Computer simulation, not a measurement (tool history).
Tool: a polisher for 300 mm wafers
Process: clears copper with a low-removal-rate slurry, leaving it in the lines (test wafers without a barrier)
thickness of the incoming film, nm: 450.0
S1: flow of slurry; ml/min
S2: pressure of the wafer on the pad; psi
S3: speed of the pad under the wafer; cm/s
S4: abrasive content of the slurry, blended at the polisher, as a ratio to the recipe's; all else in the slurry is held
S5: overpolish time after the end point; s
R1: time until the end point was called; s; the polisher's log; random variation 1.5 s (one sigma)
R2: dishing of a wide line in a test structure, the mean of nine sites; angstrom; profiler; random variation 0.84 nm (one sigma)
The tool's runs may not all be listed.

Run 1, hour 0: S1 250 ml/min, S2 3.7 psi, S3 136 cm/s, S4 1, S5 29 s. Result: R1 68.142 s, R2 577.14 angstrom.
Run 2, hour 6.7: S1 250 ml/min, S2 3.7 psi, S3 136 cm/s, S4 1.2, S5 29 s. Result: R1 64.845 s, R2 584.46 angstrom.
Run 3, hour 12.5: S1 250 ml/min, S2 3.3 psi, S3 134 cm/s, S4 1.2, S5 27 s. Result: R1 74.605 s, R2 561.42 angstrom.
Run 4, hour 16: S1 250 ml/min, S2 3.8 psi, S3 134 cm/s, S4 1.2, S5 27 s. Result: R1 63.392 s, R2 564.27 angstrom.
Run 5, hour 18.3: S1 250 ml/min, S2 3.2 psi, S3 134 cm/s, S4 1.2, S5 27 s. Result: R1 78.873 s, R2 523.7 angstrom.
At hour 24.9: head pressure recalibrated.
Run 6, hour 24.9: S1 250 ml/min, S2 3.2 psi, S3 134 cm/s, S4 1.2, S5 18 s. Result: R1 85.727 s, R2 418 angstrom.

Run 7 comes next. What will it give?
Run 7, hour 31.6: S1 250 ml/min, S2 3 psi, S3 134 cm/s, S4 1.2, S5 20 s. Result: R1 ?, R2 ?.

{"run 7": {"R1": 90.593, "R2": 413.73}}

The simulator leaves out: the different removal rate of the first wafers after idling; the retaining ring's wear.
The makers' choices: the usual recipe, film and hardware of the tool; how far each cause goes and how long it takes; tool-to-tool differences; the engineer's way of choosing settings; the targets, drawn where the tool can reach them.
